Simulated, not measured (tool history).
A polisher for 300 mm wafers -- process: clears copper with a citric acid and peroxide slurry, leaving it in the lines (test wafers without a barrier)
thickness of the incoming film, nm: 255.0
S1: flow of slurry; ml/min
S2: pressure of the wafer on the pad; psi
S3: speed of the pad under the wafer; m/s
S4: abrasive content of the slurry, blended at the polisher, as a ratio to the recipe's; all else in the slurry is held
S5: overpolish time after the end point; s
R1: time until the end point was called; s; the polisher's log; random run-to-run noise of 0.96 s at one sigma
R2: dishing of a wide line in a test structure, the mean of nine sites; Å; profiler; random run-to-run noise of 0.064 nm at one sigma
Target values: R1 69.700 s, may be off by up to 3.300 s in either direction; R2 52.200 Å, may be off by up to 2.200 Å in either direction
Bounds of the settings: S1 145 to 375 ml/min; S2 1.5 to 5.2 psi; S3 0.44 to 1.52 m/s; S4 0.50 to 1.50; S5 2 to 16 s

{"run": 1, "hour": 0.0, "S1": 240, "S2": 3.3, "S3": 0.98, "S4": 1.0, "S5": 8, "R1": 83.677, "R2": 171.96}
{"run": 2, "hour": 6.4, "S1": 240, "S2": 3.3, "S3": 1.12, "S4": 1.0, "S5": 8, "R1": 76.515, "R2": 188.42}
{"run": 3, "hour": 7.9, "S1": 240, "S2": 3.3, "S3": 1.3, "S4": 1.0, "S5": 8, "R1": 66.107, "R2": 211.32}
{"run": 4, "hour": 14.1, "S1": 240, "S2": 4.1, "S3": 1.3, "S4": 1.0, "S5": 8, "R1": 52.117, "R2": 263.1}
{"run": 5, "hour": 16.6, "S1": 220, "S2": 3.7, "S3": 1.32, "S4": 0.9, "S5": 7, "R1": 59.476, "R2": 204.17}
{"run": 6, "hour": 23.7, "S1": 220, "S2": 3.7, "S3": 1.32, "S4": 0.8, "S5": 7, "R1": 60.877, "R2": 199.34}
{"run": 7, "hour": 32.7, "S1": 205, "S2": 3.3, "S3": 1.36, "S4": 0.75, "S5": 6, "R1": 68.065, "R2": 154.6}
{"run": 8, "hour": 36.5, "S1": 190, "S2": 3.0, "S3": 1.4, "S4": 0.7, "S5": 5, "R1": 75.334, "R2": 120.17}
{"run": 9, "hour": 37.8, "S1": 180, "S2": 2.9, "S3": 1.42, "S4": 0.65, "S5": 4, "R1": 77.219, "R2": 93.023}
{"run": 10, "hour": 40.6, "S1": 170, "S2": 2.8, "S3": 1.44, "S4": 0.6, "S5": 4, "R1": 79.414, "R2": 88.797}
{"run": 11, "hour": 45.6, "S1": 165, "S2": 2.7, "S3": 1.46, "S4": 0.6, "S5": 4, "R1": 83.702, "R2": 86.779}
{"run": 12, "hour": 48.2, "S1": 160, "S2": 2.7, "S3": 1.48, "S4": 0.6, "S5": 4, "R1": 81.126, "R2": 87.918}
{"run": 13, "hour": 49.0, "S1": 155, "S2": 2.7, "S3": 1.48, "S4": 0.6, "S5": 4, "R1": 83.601, "R2": 87.706}
{"run": 14, "hour": 52.3, "S1": 225, "S2": 1.7, "S3": 1.52, "S4": 0.7, "S5": 2, "R1": 119.95, "R2": 30.069}
{"run": 15, "hour": 59.7, "S1": 250, "S2": 2.0, "S3": 1.52, "S4": 0.8, "S5": 2, "R1": 97.546, "R2": 37.614}
{"run": 16, "hour": 65.6, "S1": 260, "S2": 2.1, "S3": 1.52, "S4": 0.85, "S5": 2, "R1": 89.229, "R2": 40.621}
{"run": 17, "hour": 71.2, "S1": 265, "S2": 2.2, "S3": 1.52, "S4": 0.9, "S5": 2, "R1": 86.628, "R2": 41.9}
{"run": 18, "hour": 74.0, "S1": 270, "S2": 3.1, "S3": 1.52, "S4": 0.9, "S5": 2, "R1": 61.114, "R2": 58.851}
{"run": 19, "hour": 80.2, "S1": 280, "S2": 3.0, "S3": 1.5, "S4": 0.9, "S5": 2, "R1": 63.792, "R2": 54.897}

Of the 5 settings listed for the next run, only one would bring every result within its allowed miss of target. Which one?
{"run": "A", "hour": 86.4, "S1": 305, "S2": 2.8, "S3": 1.38, "S4": 1.2, "S5": 2, "R1": "?", "R2": "?"}
{"run": "B", "hour": 86.4, "S1": 270, "S2": 2.5, "S3": 1.44, "S4": 0.9, "S5": 2, "R1": "?", "R2": "?"}
{"run": "C", "hour": 86.4, "S1": 315, "S2": 2.6, "S3": 1.42, "S4": 0.85, "S5": 2, "R1": "?", "R2": "?"}
{"run": "D", "hour": 86.4, "S1": 285, "S2": 3.2, "S3": 1.5, "S4": 0.85, "S5": 2, "R1": "?", "R2": "?"}
{"run": "E", "hour": 86.4, "S1": 250, "S2": 2.3, "S3": 1.5, "S4": 1.15, "S5": 2, "R1": "?", "R2": "?"}

move=A R1=70.789 R2=51.777
move=B R1=82.008 R2=44.754
move=C R1=80.238 R2=45.739
move=D R1=62.752 R2=58.352
move=E R1=81.255 R2=45.139
A: meets every target
B: the result that was furthest off in the last run now lies on the other side of its target
C: the result that was furthest off in the last run now lies on the other side of its target
D: misses by more than the last run did
E: the result that was furthest off in the last run now lies on the other side of its target
Answer: A
